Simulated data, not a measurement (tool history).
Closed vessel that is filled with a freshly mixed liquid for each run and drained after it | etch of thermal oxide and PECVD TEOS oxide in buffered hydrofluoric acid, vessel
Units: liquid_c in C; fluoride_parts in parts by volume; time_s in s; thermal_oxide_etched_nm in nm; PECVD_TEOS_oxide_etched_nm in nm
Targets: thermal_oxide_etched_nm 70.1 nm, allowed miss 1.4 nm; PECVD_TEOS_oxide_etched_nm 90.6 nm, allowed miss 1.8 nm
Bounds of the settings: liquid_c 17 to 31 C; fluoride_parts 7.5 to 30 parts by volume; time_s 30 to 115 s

run  hour  liquid_c  fluoride_parts  time_s  thermal_oxide_etched_nm  PECVD_TEOS_oxide_etched_nm
  1     0        23            20.5      60                   33.126                      42.798
  2   7.5      25.5              18      60                   42.857                      55.135
  3   8.5        27              17      60                   49.105                      63.271
  4  14.5        27              17      35                   28.782                      37.177
  5  19.9        27            14.5      35                   33.538                       43.26
  6    28        27             9.5      35                   49.831                      64.088
  7  29.2        28               9      35                   54.643                      70.109
  8    30        29             8.5      35                   60.785                      78.706
  9  31.4      29.5             8.5      35                   62.227                      80.174
 10  32.2        30             8.5      35                   64.504                      83.024
 11  33.2      30.5             8.5      35                   64.941                      85.007

4 next moves are on the table. One of them brings every result within its allowed miss. Which?
  A  34.2      29.5            10.5      45                        ?                           ?
  B  34.2      27.5             7.5      35                        ?                           ?
  C  34.2      26.5              10      45                        ?                           ?
  D  34.2        28               9      45                        ?                           ?

move  thermal_oxide_etched_nm  PECVD_TEOS_oxide_etched_nm
   A                    67.01                      87.045
   B                   63.985                      83.115
   C                   59.913                      77.826
   D                   69.348                      90.082
A: nearer than the last run, and not there yet
B: further off than the last run
C: further off than the last run
D: meets every target
The right move is D.
